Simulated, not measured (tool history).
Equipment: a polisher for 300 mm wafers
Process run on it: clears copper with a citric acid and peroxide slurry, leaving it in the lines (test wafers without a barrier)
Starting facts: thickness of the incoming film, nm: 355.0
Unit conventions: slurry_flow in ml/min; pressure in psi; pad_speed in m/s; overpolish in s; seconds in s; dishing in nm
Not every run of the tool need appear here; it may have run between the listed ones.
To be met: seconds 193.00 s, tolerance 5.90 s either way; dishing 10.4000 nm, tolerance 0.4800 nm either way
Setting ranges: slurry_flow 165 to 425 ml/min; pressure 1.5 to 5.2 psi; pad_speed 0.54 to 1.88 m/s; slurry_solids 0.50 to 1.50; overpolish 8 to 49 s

run    day  slurry_flow  pressure  pad_speed  slurry_solids  overpolish  seconds  dishing
  1  0.000          275       3.3       1.20           1.00          25   133.00  38.9260
  2  0.092          275       3.3       1.20           0.85          25   143.13  37.1700
  3  0.367          315       3.3       1.20           0.85          25   138.28  38.2440
  4  0.488          250       3.3       1.20           0.85          25   140.47  37.7740
  5  0.650          200       3.3       1.20           0.85          25   142.16  37.3790
  6  0.908          210       3.0       1.18           0.95          22   155.02  31.8010
  7  1.183          250       2.7       1.16           1.05          19   168.71  25.6030
  8  1.258          280       2.5       1.16           1.15          17   178.88  22.2230
  9  1.629          305       2.3       1.18           1.20          15   186.90  19.0830
 10  1.762          325       2.2       1.22           1.25          14   185.37  17.7610
 11  1.871          400       1.5       1.34           1.50           8   227.70   8.6242
 12  2.121          395       1.6       1.34           1.50           8   221.15   9.4787
 13  2.471          400       1.7       1.36           1.50           8   203.21   9.9526

Which of these 4 next moves meets every target?
  A  2.821          410       2.4       1.12           1.50           8        ?        ?
  B  2.821          380       1.8       1.48           1.50           8        ?        ?
  C  2.821          330       1.9       1.30           1.50           9        ?        ?
  D  2.821          345       2.0       1.26           1.35           8        ?        ?

move  seconds  dishing
   A   173.93  11.5880
   B   175.78  11.4050
   C   190.64  11.8170
   D   191.16  10.5680
A: moves the result that the last run missed by most past its target, out the other side
B: moves the result that the last run missed by most past its target, out the other side
C: puts the biggest miss on target and leaves a different result outside tolerance
D: hits every target within its allowed miss
Correct choice: D, which meets every target
